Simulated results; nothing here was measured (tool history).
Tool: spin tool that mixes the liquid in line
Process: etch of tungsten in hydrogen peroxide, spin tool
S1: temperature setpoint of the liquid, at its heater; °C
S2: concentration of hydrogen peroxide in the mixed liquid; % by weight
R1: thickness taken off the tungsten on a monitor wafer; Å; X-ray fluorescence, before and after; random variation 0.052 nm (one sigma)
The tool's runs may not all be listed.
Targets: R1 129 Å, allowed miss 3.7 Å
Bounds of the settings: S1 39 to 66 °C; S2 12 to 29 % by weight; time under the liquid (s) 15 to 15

{"run": 1, "hour": 0.0, "S1": 55, "S2": 19.5, "time under the liquid (s)": 15, "R1": 201.76}
{"run": 2, "hour": 9.0, "S1": 58, "S2": 19.5, "time under the liquid (s)": 15, "R1": 239.69}
{"run": 3, "hour": 17.2, "S1": 58, "S2": 21, "time under the liquid (s)": 15, "R1": 250.11}
{"run": 4, "hour": 23.7, "S1": 58, "S2": 21, "time under the liquid (s)": 15, "R1": 248.02}
{"run": 5, "hour": 27.8, "S1": 58, "S2": 24, "time under the liquid (s)": 15, "R1": 267.57}
{"run": 6, "hour": 34.6, "S1": 54.5, "S2": 24, "time under the liquid (s)": 15, "R1": 216.47}
{"run": 7, "hour": 36.2, "S1": 52, "S2": 24, "time under the liquid (s)": 15, "R1": 186.62}
{"run": 8, "hour": 41.3, "S1": 50.5, "S2": 24, "time under the liquid (s)": 15, "R1": 169.53}
{"run": 9, "hour": 44.2, "S1": 50.5, "S2": 24, "time under the liquid (s)": 15, "R1": 170.83}
{"run": 10, "hour": 52.4, "S1": 49.5, "S2": 24, "time under the liquid (s)": 15, "R1": 160.66}
{"run": 11, "hour": 61.2, "S1": 48.5, "S2": 24, "time under the liquid (s)": 15, "R1": 150.21}
{"run": 12, "hour": 69.5, "S1": 48, "S2": 24, "time under the liquid (s)": 15, "R1": 146.46}
{"run": 13, "hour": 77.6, "S1": 47.5, "S2": 24, "time under the liquid (s)": 15, "R1": 141.26}
{"run": 14, "hour": 81.5, "S1": 47, "S2": 24, "time under the liquid (s)": 15, "R1": 137.03}
{"run": 15, "hour": 89.4, "S1": 46.5, "S2": 24, "time under the liquid (s)": 15, "R1": 132.61}

5 next moves are on the table. One of them brings every result within its allowed miss. Which?
{"run": "A", "hour": 97.3, "S1": 46.5, "S2": 22, "time under the liquid (s)": 15, "R1": "?"}
{"run": "B", "hour": 97.3, "S1": 47.5, "S2": 22.5, "time under the liquid (s)": 15, "R1": "?"}
{"run": "C", "hour": 97.3, "S1": 47.5, "S2": 23, "time under the liquid (s)": 15, "R1": "?"}
{"run": "D", "hour": 97.3, "S1": 47, "S2": 24, "time under the liquid (s)": 15, "R1": "?"}
{"run": "E", "hour": 97.3, "S1": 48.5, "S2": 21, "time under the liquid (s)": 15, "R1": "?"}

move=A R1=127.85
move=B R1=137.6
move=C R1=139.12
move=D R1=137.77
move=E R1=141.42
A: meets every target
B: further off than the last run
C: further off than the last run
D: further off than the last run
E: further off than the last run
Move A is the one to make.

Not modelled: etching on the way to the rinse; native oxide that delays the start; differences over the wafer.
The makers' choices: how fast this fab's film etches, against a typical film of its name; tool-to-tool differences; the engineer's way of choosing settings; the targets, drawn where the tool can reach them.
